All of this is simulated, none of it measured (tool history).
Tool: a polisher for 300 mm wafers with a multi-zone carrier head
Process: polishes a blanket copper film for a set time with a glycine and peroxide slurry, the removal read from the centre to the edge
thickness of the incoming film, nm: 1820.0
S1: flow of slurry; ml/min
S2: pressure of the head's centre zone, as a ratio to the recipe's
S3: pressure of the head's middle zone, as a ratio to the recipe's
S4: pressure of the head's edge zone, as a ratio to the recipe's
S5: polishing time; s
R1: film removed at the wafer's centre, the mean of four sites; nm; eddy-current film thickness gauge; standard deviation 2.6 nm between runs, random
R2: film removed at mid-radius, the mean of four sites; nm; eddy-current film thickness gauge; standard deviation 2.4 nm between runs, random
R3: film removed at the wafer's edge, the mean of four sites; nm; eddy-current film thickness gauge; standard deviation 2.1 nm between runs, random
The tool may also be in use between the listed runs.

| run | hour | S1 | S2 | S3 | S4 | S5 | R1 | R2 | R3 |
|---|---|---|---|---|---|---|---|---|---|
| 1 | 0 | 145 | 1 | 1 | 1 | 41 | 198.43 | 220.63 | 215.55 |
| 2 | 5.5 | 145 | 0.92 | 1 | 1 | 41 | 188.01 | 219.89 | 213.08 |
| 3 | 12 | 125 | 0.92 | 1 | 1 | 41 | 172.23 | 211.7 | 209.47 |
| 4 | 16.9 | 130 | 0.96 | 0.94 | 0.99 | 40 | 182.56 | 196.24 | 207.32 |
|  | 19.5 | centre zone pressure recalibrated |
| 5 | 19.5 | 130 | 0.93 | 0.94 | 0.99 | 40 | 195.03 | 196.38 | 207.39 |
| 6 | 27.5 | 130 | 0.93 | 0.94 | 0.99 | 30 | 144.37 | 149.66 | 155.18 |
| 7 | 33.6 | 140 | 0.94 | 0.92 | 1.03 | 32 | 162 | 160.93 | 168.91 |

Forecast run 8:
| 8 | 36.4 | 135 | 0.94 | 0.9 | 1.05 | 34 | ? | ? | ? |

R1: 167.06 nm
R2: 164.3 nm
R3: 181.55 nm
